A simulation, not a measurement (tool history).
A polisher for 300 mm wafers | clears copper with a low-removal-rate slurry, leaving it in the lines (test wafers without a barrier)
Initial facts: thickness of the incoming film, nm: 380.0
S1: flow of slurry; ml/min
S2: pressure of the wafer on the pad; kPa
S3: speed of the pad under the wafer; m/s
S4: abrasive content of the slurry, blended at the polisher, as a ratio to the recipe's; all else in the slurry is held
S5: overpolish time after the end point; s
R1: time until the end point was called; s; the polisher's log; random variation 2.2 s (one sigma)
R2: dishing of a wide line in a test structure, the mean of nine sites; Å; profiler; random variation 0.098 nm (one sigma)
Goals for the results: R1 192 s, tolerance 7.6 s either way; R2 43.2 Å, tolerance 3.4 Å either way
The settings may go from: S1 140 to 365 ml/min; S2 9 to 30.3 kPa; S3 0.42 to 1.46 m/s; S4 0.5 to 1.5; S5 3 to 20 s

Run 1, hour 0: S1 235 ml/min, S2 19.3 kPa, S3 0.94 m/s, S4 1, S5 10 s. Result: R1 151.05 s, R2 173.09 Å.
Run 2, hour 2.7: S1 185 ml/min, S2 19.3 kPa, S3 0.94 m/s, S4 1, S5 10 s. Result: R1 154.68 s, R2 159.36 Å.
Run 3, hour 3.5: S1 180 ml/min, S2 18.6 kPa, S3 0.94 m/s, S4 1, S5 9 s. Result: R1 159.92 s, R2 144.27 Å.
Run 4, hour 8.9: S1 175 ml/min, S2 17.9 kPa, S3 0.92 m/s, S4 1, S5 8 s. Result: R1 172.33 s, R2 127.77 Å.
Run 5, hour 14.8: S1 170 ml/min, S2 18.6 kPa, S3 0.9 m/s, S4 0.95, S5 7 s. Result: R1 173.81 s, R2 106.56 Å.
At hour 19.6: head pressure recalibrated.
Run 6, hour 19.6: S1 145 ml/min, S2 18.6 kPa, S3 0.9 m/s, S4 0.95, S5 7 s. Result: R1 189.2 s, R2 97.794 Å.
Run 7, hour 22.4: S1 145 ml/min, S2 20 kPa, S3 0.86 m/s, S4 0.9, S5 6 s. Result: R1 186.76 s, R2 85.296 Å.
Run 8, hour 27.8: S1 145 ml/min, S2 21.4 kPa, S3 0.82 m/s, S4 0.85, S5 6 s. Result: R1 186.83 s, R2 86.102 Å.
Run 9, hour 35.9: S1 145 ml/min, S2 22.8 kPa, S3 0.78 m/s, S4 0.8, S5 6 s. Result: R1 187.61 s, R2 83.99 Å.
Run 10, hour 42.3: S1 145 ml/min, S2 23.4 kPa, S3 0.74 m/s, S4 0.75, S5 6 s. Result: R1 198.71 s, R2 80.347 Å.
Run 11, hour 47.4: S1 145 ml/min, S2 23.4 kPa, S3 0.74 m/s, S4 0.75, S5 6 s. Result: R1 197.05 s, R2 84.682 Å.
Run 12, hour 52: S1 145 ml/min, S2 22.8 kPa, S3 0.74 m/s, S4 0.85, S5 6 s. Result: R1 195.21 s, R2 78.307 Å.
Run 13, hour 60: S1 145 ml/min, S2 22.8 kPa, S3 0.72 m/s, S4 0.9, S5 6 s. Result: R1 196.05 s, R2 79.521 Å.
Run 14, hour 62: S1 145 ml/min, S2 23.4 kPa, S3 0.68 m/s, S4 1, S5 6 s. Result: R1 196.26 s, R2 82.765 Å.
Run 15, hour 62.9: S1 145 ml/min, S2 24.1 kPa, S3 0.66 m/s, S4 0.95, S5 6 s. Result: R1 199.54 s, R2 80.712 Å.
Run 16, hour 64.3: S1 145 ml/min, S2 24.8 kPa, S3 0.64 m/s, S4 0.9, S5 6 s. Result: R1 199.96 s, R2 77.935 Å.
Run 17, hour 66.6: S1 210 ml/min, S2 30.3 kPa, S3 0.42 m/s, S4 0.65, S5 3 s. Result: R1 256.47 s, R2 32.673 Å.
Run 18, hour 70.6: S1 215 ml/min, S2 30.3 kPa, S3 0.46 m/s, S4 0.65, S5 3 s. Result: R1 235.28 s, R2 35.134 Å.
Run 19, hour 77.3: S1 215 ml/min, S2 30.3 kPa, S3 0.48 m/s, S4 0.65, S5 3 s. Result: R1 224.55 s, R2 36.124 Å.

Exercise: of the 5 proposed moves below, exactly one satisfies all targets within the stated allowed misses. Which move is it?
Run A, hour 84: S1 180 ml/min, S2 29 kPa, S3 0.42 m/s, S4 0.6, S5 5 s. Result: R1 ?, R2 ?.
Run B, hour 84: S1 225 ml/min, S2 30.3 kPa, S3 0.42 m/s, S4 0.8, S5 3 s. Result: R1 ?, R2 ?.
Run C, hour 84: S1 225 ml/min, S2 30.3 kPa, S3 0.42 m/s, S4 0.65, S5 3 s. Result: R1 ?, R2 ?.
Run D, hour 84: S1 215 ml/min, S2 28.3 kPa, S3 0.44 m/s, S4 0.75, S5 3 s. Result: R1 ?, R2 ?.
Run E, hour 84: S1 230 ml/min, S2 30.3 kPa, S3 0.56 m/s, S4 0.65, S5 3 s. Result: R1 ?, R2 ?.

move      R1      R2
   A  282.22  48.069
   B  235.38  34.937
   C  253.03  32.559
   D   248.3  33.156
   E  192.35  42.508
A: moves away from the targets compared with the last run
B: moves away from the targets compared with the last run
C: moves away from the targets compared with the last run
D: moves away from the targets compared with the last run
E: each result inside its tolerance
E is the move that brings every result within its allowed miss.
